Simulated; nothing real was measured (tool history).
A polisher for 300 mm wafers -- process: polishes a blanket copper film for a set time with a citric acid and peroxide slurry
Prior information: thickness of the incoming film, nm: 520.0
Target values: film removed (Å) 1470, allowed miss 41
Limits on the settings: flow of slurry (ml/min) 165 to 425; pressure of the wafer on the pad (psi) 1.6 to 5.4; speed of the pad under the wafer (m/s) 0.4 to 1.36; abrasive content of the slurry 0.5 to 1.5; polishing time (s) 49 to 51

run,hour,flow of slurry (ml/min),pressure of the wafer on the pad (psi),speed of the pad under the wafer (m/s),abrasive content of the slurry,polishing time (s),film removed (Å)
1,0,275,3.5,0.88,1,49,1170.5
2,1.7,275,3,0.88,1,49,990.66
3,6.2,240,3,0.88,1,49,988.67
4,9.6,240,3.2,0.88,1,49,1057.6
5,15.3,240,3.2,0.72,1,49,872.4
6,16.7,240,3.4,0.72,1,49,910.23
7,19.5,240,3.6,0.72,1,49,975.82
8,27.6,240,3.8,0.72,1,49,1017.4
9,29.4,245,4,0.72,1,49,1080.8
10,31.7,245,4.2,0.72,1,49,1118.7
11,40.7,250,4.4,0.72,1,49,1189.6
12,42,265,5.2,0.72,1,49,1387.2
13,45.1,265,5.3,0.72,1,49,1414.3

Below are 4 possible settings for the next run. Only one of them brings all results inside the allowed miss of their targets. Which is it?
A,48.2,320,5,0.7,0.9,49,?
B,48.2,300,5.4,0.62,1.05,51,?
C,48.2,265,5.4,0.7,1,51,?
D,48.2,260,5.4,0.66,1,49,?

move,film removed (Å)
A,1293
B,1325.8
C,1455.9
D,1318.4
A: lands further from the targets than the last run did
B: lands further from the targets than the last run did
C: all results land within tolerance of their targets
D: lands further from the targets than the last run did
The right move is C.
